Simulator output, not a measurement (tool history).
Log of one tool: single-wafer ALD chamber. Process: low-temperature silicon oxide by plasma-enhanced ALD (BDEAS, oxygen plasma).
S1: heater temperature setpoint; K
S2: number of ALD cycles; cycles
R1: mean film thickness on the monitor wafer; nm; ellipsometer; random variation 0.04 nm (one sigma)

run 1 hour=0 | S1=388.15 S2=43 | R1=5.6632
run 2 hour=5.4 | S1=387.15 S2=45 | R1=5.891
run 3 hour=11.4 | S1=387.15 S2=42 | R1=5.5127
run 4 hour=14.9 | S1=387.15 S2=44 | R1=5.7934
run 5 hour=21.8 | S1=386.15 S2=45 | R1=5.9367
run 6 hour=29 | S1=386.15 S2=40 | R1=5.2765
run 7 hour=37.9 | S1=386.15 S2=42 | R1=5.54

Run 8 comes next. What will it give?
run 8 hour=39.8 | S1=381.15 S2=49 | R1=?

R1: 6.5481 nm

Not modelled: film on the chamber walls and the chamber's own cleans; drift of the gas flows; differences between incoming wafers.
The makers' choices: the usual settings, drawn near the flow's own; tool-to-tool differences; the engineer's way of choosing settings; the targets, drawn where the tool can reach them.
